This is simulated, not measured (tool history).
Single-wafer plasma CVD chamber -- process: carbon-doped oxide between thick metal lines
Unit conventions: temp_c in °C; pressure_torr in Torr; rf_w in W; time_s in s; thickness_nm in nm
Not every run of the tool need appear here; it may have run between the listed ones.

{"run": 1, "hour": 0.0, "temp_c": 375, "pressure_torr": 6.01, "rf_w": 595, "time_s": 160, "thickness_nm": 904.21}
{"run": 2, "hour": 5.9, "temp_c": 375, "pressure_torr": 6.01, "rf_w": 595, "time_s": 152, "thickness_nm": 857.18}
{"run": 3, "hour": 7.8, "temp_c": 375, "pressure_torr": 6.01, "rf_w": 595, "time_s": 160, "thickness_nm": 902.9}
{"run": 4, "hour": 15.2, "temp_c": 375, "pressure_torr": 7.09, "rf_w": 595, "time_s": 160, "thickness_nm": 916.99}
{"run": 5, "hour": 23.8, "temp_c": 376, "pressure_torr": 6.85, "rf_w": 565, "time_s": 159, "thickness_nm": 876.95}
{"run": 6, "hour": 27.1, "temp_c": 376, "pressure_torr": 6.85, "rf_w": 565, "time_s": 152, "thickness_nm": 838.68}

What does the tool deliver on the next run?
{"run": 7, "hour": 30.4, "temp_c": 382, "pressure_torr": 5.65, "rf_w": 495, "time_s": 152, "thickness_nm": "?"}

thickness_nm: 735.55 nm

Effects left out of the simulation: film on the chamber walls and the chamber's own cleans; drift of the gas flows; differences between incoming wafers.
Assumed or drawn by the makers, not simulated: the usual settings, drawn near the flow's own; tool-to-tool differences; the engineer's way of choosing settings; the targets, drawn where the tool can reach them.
